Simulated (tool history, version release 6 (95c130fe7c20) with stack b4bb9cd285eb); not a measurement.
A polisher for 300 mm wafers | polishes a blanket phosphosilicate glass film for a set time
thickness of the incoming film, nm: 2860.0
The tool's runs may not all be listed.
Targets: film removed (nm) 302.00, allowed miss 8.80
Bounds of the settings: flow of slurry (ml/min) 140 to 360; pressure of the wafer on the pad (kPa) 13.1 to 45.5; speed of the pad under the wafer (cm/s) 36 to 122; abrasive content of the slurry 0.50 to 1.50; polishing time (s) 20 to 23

run,hour,flow of slurry (ml/min),pressure of the wafer on the pad (kPa),speed of the pad under the wafer (cm/s),abrasive content of the slurry,polishing time (s),film removed (nm)
1,0.0,230,29.0,78,1.00,23,182.76
2,2.7,230,33.8,78,1.00,23,211.20
3,6.0,230,33.8,86,1.00,23,228.11
4,8.8,195,33.8,86,1.00,23,219.35
5,14.4,195,33.8,86,1.00,20,194.13
6,16.8,215,34.5,86,1.00,20,199.23
7,23.2,225,35.9,88,1.00,20,211.41
8,27.0,225,35.9,88,1.00,20,211.13
9,28.2,225,37.2,90,1.00,20,221.84
10,32.6,230,38.6,92,1.00,20,233.95
11,41.2,235,39.3,94,1.00,20,243.26
12,42.0,240,45.5,94,1.00,20,275.34
13,47.4,245,45.5,96,1.00,20,281.85
14,55.8,250,45.5,96,1.00,20,284.35
15,61.3,255,45.5,96,1.00,20,280.39
16,69.4,255,45.5,96,1.00,20,283.67

Which of these 5 next moves meets every target?
A,77.5,195,40.7,98,1.15,21,?
B,77.5,240,45.5,92,0.95,21,?
C,77.5,150,44.8,92,1.10,22,?
D,77.5,255,45.5,88,0.85,23,?
E,77.5,270,45.5,92,1.10,21,?

move,film removed (nm)
A,281.51
B,278.25
C,285.99
D,279.57
E,302.42
A: further off than the last run
B: further off than the last run
C: nearer than the last run, and not there yet
D: further off than the last run
E: meets every target
The right move is E.
